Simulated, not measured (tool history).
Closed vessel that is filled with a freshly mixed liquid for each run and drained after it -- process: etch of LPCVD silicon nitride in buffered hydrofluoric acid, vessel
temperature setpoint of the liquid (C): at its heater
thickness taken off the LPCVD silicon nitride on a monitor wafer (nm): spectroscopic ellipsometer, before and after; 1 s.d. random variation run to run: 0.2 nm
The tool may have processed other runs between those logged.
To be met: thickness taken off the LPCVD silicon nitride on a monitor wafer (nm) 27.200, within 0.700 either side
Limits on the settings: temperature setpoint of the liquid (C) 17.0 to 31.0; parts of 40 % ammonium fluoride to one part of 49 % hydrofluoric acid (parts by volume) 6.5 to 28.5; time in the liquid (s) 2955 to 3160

run    day  temperature setpoint of the liquid (C)  parts of 40 % ammonium fluoride to one part of 49 % hydrofluoric acid (parts by volume)  time in the liquid (s)  thickness taken off the LPCVD silicon nitride on a monitor wafer (nm)
  1  0.000                                    23.0                                                                                     17.5                    2955                                                                 20.385
  2  0.338                                    24.5                                                                                     17.5                    2955                                                                 22.086
  3  0.717                                    24.5                                                                                     17.5                    3160                                                                 23.439
  4  0.817                                    21.0                                                                                     17.5                    3160                                                                 19.489
  5  1.167                                    22.5                                                                                     17.5                    3160                                                                 21.059
  6  1.346                                    23.5                                                                                     17.5                    3160                                                                 22.478
  7  1.583                                    24.5                                                                                     17.5                    3160                                                                 23.382
     1.767  -- hydrofluoric acid flow meter replaced
  8  1.767                                    25.5                                                                                     17.5                    3160                                                                 23.353
  9  2.042                                    29.5                                                                                     17.0                    3160                                                                 29.890
 10  2.150                                    29.0                                                                                     17.0                    3160                                                                 29.125
 11  2.467                                    29.0                                                                                     17.0                    3160                                                                 28.677
 12  2.692                                    28.5                                                                                     17.0                    3160                                                                 28.491

Which single option among these 4 for the next run brings every result within its allowed miss of target? Just one does.
  A  2.917                                    29.5                                                                                     19.5                    3145                                                                      ?
  B  2.917                                    27.5                                                                                     17.5                    3020                                                                      ?
  C  2.917                                    25.5                                                                                     16.0                    3085                                                                      ?
  D  2.917                                    28.0                                                                                     16.5                    3055                                                                      ?

move  thickness taken off the LPCVD silicon nitride on a monitor wafer (nm)
   A                                                                 26.378
   B                                                                 25.330
   C                                                                 25.376
   D                                                                 27.884
A: moves the result that the last run missed by most past its target, out the other side
B: moves the result that the last run missed by most past its target, out the other side
C: moves the result that the last run missed by most past its target, out the other side
D: each result inside its tolerance
Answer: D
